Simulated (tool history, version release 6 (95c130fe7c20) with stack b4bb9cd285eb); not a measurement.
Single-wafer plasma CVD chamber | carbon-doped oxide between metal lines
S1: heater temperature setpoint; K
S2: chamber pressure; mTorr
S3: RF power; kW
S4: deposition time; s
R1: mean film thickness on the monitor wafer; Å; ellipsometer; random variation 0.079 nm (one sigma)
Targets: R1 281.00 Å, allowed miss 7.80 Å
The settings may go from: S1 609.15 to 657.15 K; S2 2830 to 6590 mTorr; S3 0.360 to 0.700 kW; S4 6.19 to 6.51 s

run	hour	S1	S2	S3	S4	R1
1	0.0	633.15	4710	0.530	6.51	324.76
2	8.2	634.15	4570	0.505	6.47	309.02
3	16.7	634.15	4570	0.570	6.47	335.93
4	19.8	634.15	4570	0.540	6.47	324.67
5	25.6	634.15	4570	0.540	6.51	325.03
6	32.6	635.15	4340	0.520	6.48	313.85
7	40.1	636.15	4240	0.500	6.45	302.60
8	41.1	637.15	4120	0.490	6.44	296.85

Which of these 4 next moves meets every target?
A	42.1	643.15	4180	0.525	6.19	?
B	42.1	635.15	3870	0.435	6.19	?
C	42.1	641.15	4420	0.475	6.27	?
D	42.1	645.15	3720	0.435	6.40	?

move	R1
A	295.86
B	260.70
C	282.86
D	262.62
A: nearer than the last run, and not there yet
B: takes the result that was furthest off past its target
C: meets every target
D: takes the result that was furthest off past its target
The right move is C.
